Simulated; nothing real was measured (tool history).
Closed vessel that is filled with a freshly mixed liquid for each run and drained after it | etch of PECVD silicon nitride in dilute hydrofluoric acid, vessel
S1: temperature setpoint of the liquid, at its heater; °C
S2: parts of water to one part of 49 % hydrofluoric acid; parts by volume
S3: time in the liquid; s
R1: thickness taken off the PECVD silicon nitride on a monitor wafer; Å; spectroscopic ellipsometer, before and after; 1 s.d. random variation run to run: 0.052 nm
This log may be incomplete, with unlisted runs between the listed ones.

run	hour	S1	S2	S3	R1
1	0.0	21.0	270	1495	117.09
2	9.1	21.0	270	1590	125.12
3	12.1	20.0	270	1590	117.68
4	19.2	19.5	270	1590	113.81
5	22.4	19.5	270	1495	106.45
6	24.4	19.5	270	1495	106.79

Run 7, settings as shown, results not yet in. Your forecast:
7	32.5	19.0	270	1495	?

{"run 7": {"R1": 103.77}}

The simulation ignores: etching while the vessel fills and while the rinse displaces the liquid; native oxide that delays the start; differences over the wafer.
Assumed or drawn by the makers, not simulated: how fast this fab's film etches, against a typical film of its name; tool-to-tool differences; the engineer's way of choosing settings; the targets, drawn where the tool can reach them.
